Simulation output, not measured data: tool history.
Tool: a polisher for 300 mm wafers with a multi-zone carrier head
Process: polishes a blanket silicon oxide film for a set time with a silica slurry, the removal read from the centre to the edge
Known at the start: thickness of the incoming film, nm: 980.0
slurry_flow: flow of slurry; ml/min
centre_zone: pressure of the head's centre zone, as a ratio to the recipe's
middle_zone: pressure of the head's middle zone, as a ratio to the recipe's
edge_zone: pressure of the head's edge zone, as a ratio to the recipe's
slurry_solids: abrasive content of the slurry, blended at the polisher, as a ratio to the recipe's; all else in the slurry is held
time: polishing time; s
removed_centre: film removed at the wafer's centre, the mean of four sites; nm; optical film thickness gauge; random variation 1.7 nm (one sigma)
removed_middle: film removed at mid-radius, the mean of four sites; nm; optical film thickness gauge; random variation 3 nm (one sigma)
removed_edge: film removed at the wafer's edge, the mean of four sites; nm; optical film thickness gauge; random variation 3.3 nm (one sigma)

run,hour,slurry_flow,centre_zone,middle_zone,edge_zone,slurry_solids,time,removed_centre,removed_middle,removed_edge
1,0,255,1,1,1,1,56,323.07,328.64,335.99
2,4.2,255,1,1,1,1,47,275.15,278.54,279.83
3,6.8,255,1,1,1,1,59,352.82,344.44,356.08
4,13.8,255,1,0.92,1,1,59,345.25,319.68,350.28
5,19.6,250,0.97,0.91,0.98,0.9,59,315.98,302.96,334.47
6,25.3,250,0.93,0.91,0.98,0.9,59,305.84,301.23,333.81
7,26.2,250,0.92,0.9,0.96,0.85,59,292.05,294.67,318.49
8,32.3,245,0.91,0.89,0.95,0.8,59,284.21,276.28,312.63
9,40.4,245,0.89,0.9,0.94,0.75,59,266.55,271.11,297.36

The next listed run, before its measurement:
10,46.1,240,0.88,0.89,0.93,0.7,59,?,?,?

removed_centre: 250.42 nm
removed_middle: 261.76 nm
removed_edge: 290.68 nm
